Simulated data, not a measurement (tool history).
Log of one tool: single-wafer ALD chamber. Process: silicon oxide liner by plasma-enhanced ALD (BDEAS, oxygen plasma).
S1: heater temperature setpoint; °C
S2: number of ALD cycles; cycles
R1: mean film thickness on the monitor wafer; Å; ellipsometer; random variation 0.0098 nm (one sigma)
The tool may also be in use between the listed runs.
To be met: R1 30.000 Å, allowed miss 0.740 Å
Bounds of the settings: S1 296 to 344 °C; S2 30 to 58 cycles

{"run": 1, "day": 0.0, "S1": 320, "S2": 44, "R1": 36.667}
{"run": 2, "day": 0.138, "S1": 310, "S2": 44, "R1": 37.364}
{"run": 3, "day": 0.354, "S1": 311, "S2": 41, "R1": 34.676}
{"run": 4, "day": 0.721, "S1": 311, "S2": 39, "R1": 33.123}
{"run": 5, "day": 0.846, "S1": 311, "S2": 45, "R1": 38.257}
{"run": 6, "day": 0.9, "S1": 311, "S2": 42, "R1": 35.508}
{"run": 7, "day": 0.962, "S1": 312, "S2": 40, "R1": 33.838}
{"run": 8, "day": 1.3, "S1": 312, "S2": 39, "R1": 33.041}
{"run": 9, "day": 1.504, "S1": 312, "S2": 38, "R1": 32.09}
{"run": 10, "day": 1.712, "S1": 313, "S2": 37, "R1": 31.212}

5 next moves are on the table. One of them brings every result within its allowed miss. Which?
{"run": "A", "day": 1.921, "S1": 317, "S2": 34, "R1": "?"}
{"run": "B", "day": 1.921, "S1": 318, "S2": 36, "R1": "?"}
{"run": "C", "day": 1.921, "S1": 312, "S2": 38, "R1": "?"}
{"run": "D", "day": 1.921, "S1": 316, "S2": 38, "R1": "?"}
{"run": "E", "day": 1.921, "S1": 315, "S2": 34, "R1": "?"}

move=A R1=28.601
move=B R1=30.234
move=C R1=32.226
move=D R1=32.018
move=E R1=28.694
A: takes the result that was furthest off past its target
B: meets every target
C: further off than the last run
D: further off than the last run
E: takes the result that was furthest off past its target
The right move is B.
